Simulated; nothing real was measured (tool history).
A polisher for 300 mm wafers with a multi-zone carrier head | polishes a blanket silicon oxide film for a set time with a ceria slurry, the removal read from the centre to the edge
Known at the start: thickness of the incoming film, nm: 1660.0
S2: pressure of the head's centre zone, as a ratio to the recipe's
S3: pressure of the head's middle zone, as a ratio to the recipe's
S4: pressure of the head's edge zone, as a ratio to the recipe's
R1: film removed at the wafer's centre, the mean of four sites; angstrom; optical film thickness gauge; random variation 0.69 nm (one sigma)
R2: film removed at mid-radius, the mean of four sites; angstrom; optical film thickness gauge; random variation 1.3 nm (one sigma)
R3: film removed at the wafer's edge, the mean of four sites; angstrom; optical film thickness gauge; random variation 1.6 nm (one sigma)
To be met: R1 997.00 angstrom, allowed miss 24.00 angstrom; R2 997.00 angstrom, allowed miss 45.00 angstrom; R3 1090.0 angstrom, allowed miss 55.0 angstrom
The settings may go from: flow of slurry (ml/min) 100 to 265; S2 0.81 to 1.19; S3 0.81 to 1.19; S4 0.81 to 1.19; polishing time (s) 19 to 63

run 1 day=0.000 | flow_of_slurry_(ml/min)=170 S2=1.00 S3=1.00 S4=1.00 polishing_time_(s)=41 | R1=1739.20 R2=1645.60 R3=1729.4
run 2 day=0.304 | flow_of_slurry_(ml/min)=135 S2=1.00 S3=1.00 S4=1.00 polishing_time_(s)=41 | R1=1638.10 R2=1576.40 R3=1613.2
run 3 day=0.621 | flow_of_slurry_(ml/min)=130 S2=0.97 S3=0.97 S4=0.98 polishing_time_(s)=38 | R1=1445.90 R2=1400.60 R3=1487.1
run 4 day=0.846 | flow_of_slurry_(ml/min)=130 S2=0.97 S3=1.03 S4=0.98 polishing_time_(s)=38 | R1=1446.40 R2=1467.80 R3=1471.1
run 5 day=1.146 | flow_of_slurry_(ml/min)=165 S2=0.97 S3=1.03 S4=0.98 polishing_time_(s)=38 | R1=1539.70 R2=1543.00 R3=1480.3
run 6 day=1.346 | flow_of_slurry_(ml/min)=165 S2=0.97 S3=1.10 S4=0.98 polishing_time_(s)=38 | R1=1534.30 R2=1652.60 R3=1516.8
run 7 day=1.683 | flow_of_slurry_(ml/min)=155 S2=0.94 S3=1.04 S4=0.96 polishing_time_(s)=36 | R1=1397.80 R2=1476.70 R3=1444.9
run 8 day=2.042 | flow_of_slurry_(ml/min)=145 S2=0.93 S3=1.01 S4=0.95 polishing_time_(s)=33 | R1=1250.90 R2=1299.10 R3=1284.4
run 9 day=2.204 | flow_of_slurry_(ml/min)=140 S2=0.91 S3=0.98 S4=0.93 polishing_time_(s)=32 | R1=1177.40 R2=1213.50 R3=1255.0
run 10 day=2.362 | flow_of_slurry_(ml/min)=135 S2=0.90 S3=0.96 S4=0.91 polishing_time_(s)=31 | R1=1114.50 R2=1168.00 R3=1186.5
run 11 day=2.712 | flow_of_slurry_(ml/min)=130 S2=0.89 S3=0.93 S4=0.90 polishing_time_(s)=31 | R1=1078.50 R2=1112.10 R3=1173.2
run 12 day=2.804 | flow_of_slurry_(ml/min)=125 S2=0.89 S3=0.91 S4=0.88 polishing_time_(s)=31 | R1=1078.00 R2=1088.70 R3=1147.4
run 13 day=2.854 | flow_of_slurry_(ml/min)=120 S2=0.88 S3=0.90 S4=0.87 polishing_time_(s)=31 | R1=1050.60 R2=1058.40 R3=1125.0
run 14 day=3.150 | flow_of_slurry_(ml/min)=115 S2=0.88 S3=0.89 S4=0.87 polishing_time_(s)=31 | R1=1037.20 R2=1044.90 R3=1105.8

4 next moves are on the table. One of them brings every result within its allowed miss. Which?
run A day=3.446 | flow_of_slurry_(ml/min)=190 S2=0.87 S3=0.81 S4=0.94 polishing_time_(s)=28 | R1=? R2=? R3=?
run B day=3.446 | flow_of_slurry_(ml/min)=110 S2=0.85 S3=0.95 S4=0.81 polishing_time_(s)=34 | R1=? R2=? R3=?
run C day=3.446 | flow_of_slurry_(ml/min)=125 S2=0.86 S3=0.86 S4=0.87 polishing_time_(s)=30 | R1=? R2=? R3=?
run D day=3.446 | flow_of_slurry_(ml/min)=100 S2=0.83 S3=0.94 S4=0.84 polishing_time_(s)=32 | R1=? R2=? R3=?

move=A R1=1051.20 R2=957.32 R3=1131.1
move=B R1=1082.80 R2=1163.90 R3=1173.3
move=C R1=1008.00 R2=984.53 R3=1097.4
move=D R1=959.05 R2=1052.40 R3=1098.5
A: further off than the last run
B: further off than the last run
C: meets every target
D: takes the result that was furthest off past its target
Move C is the one to make.
